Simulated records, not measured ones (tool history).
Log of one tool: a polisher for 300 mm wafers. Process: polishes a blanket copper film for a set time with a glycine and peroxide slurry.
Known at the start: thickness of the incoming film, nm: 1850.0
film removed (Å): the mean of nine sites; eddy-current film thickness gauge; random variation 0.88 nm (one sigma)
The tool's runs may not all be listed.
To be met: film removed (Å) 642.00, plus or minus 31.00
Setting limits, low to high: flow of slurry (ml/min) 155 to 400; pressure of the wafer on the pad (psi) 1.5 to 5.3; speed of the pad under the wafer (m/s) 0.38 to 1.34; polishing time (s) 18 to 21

| run | hour | flow of slurry (ml/min) | pressure of the wafer on the pad (psi) | speed of the pad under the wafer (m/s) | polishing time (s) | film removed (Å) |
|---|---|---|---|---|---|---|
| 1 | 0.0 | 255 | 3.4 | 0.86 | 21 | 1261.40 |
| 2 | 2.1 | 255 | 3.1 | 0.82 | 21 | 1116.00 |
| 3 | 11.0 | 255 | 2.9 | 0.80 | 21 | 1034.00 |
| 4 | 12.7 | 255 | 2.9 | 0.60 | 21 | 855.85 |
| 5 | 19.2 | 255 | 2.8 | 0.60 | 21 | 824.30 |
|  | 20.2 | head pressure recalibrated |
| 6 | 20.2 | 255 | 2.7 | 0.60 | 21 | 846.56 |
| 7 | 23.5 | 255 | 2.5 | 0.58 | 21 | 806.55 |
| 8 | 29.7 | 255 | 2.4 | 0.56 | 21 | 757.89 |
| 9 | 34.5 | 255 | 2.3 | 0.56 | 21 | 720.80 |

Pick the move, out of 4, that brings all results within their allowed miss; only one does.
| A | 39.3 | 200 | 2.8 | 0.52 | 21 | ? |
| B | 39.3 | 310 | 2.5 | 0.62 | 21 | ? |
| C | 39.3 | 205 | 2.2 | 0.72 | 21 | ? |
| D | 39.3 | 290 | 2.3 | 0.50 | 20 | ? |

| move | film removed (Å) |
|---|---|
| A | 792.52 |
| B | 857.06 |
| C | 843.76 |
| D | 660.76 |
A: misses by more than the last run did
B: misses by more than the last run did
C: misses by more than the last run did
D: all results in spec
The move that meets every target is D.
